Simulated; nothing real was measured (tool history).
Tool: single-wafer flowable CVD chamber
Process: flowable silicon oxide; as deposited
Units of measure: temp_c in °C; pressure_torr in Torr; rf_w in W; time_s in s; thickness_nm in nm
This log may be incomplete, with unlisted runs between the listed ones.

run  hour  temp_c  pressure_torr  rf_w  time_s  thickness_nm
  1     0     100           1.07  2300     740        619.33
  2   8.6      97           1.07  2300     740        695.34
  3  12.8      95           1.07  2300     740        749.48
  4    21      95           1.07  2300     705        715.23
  5  23.2      95           1.07  2610     705        716.31
  6  29.6      95           1.26  2610     705        843.07
  7  33.5      94           1.26  2610     705        880.83

Forecast run 8:
  8  34.5      93           1.26  2610     705             ?

For run 8 the tool returned thickness_nm 909.8 nm.
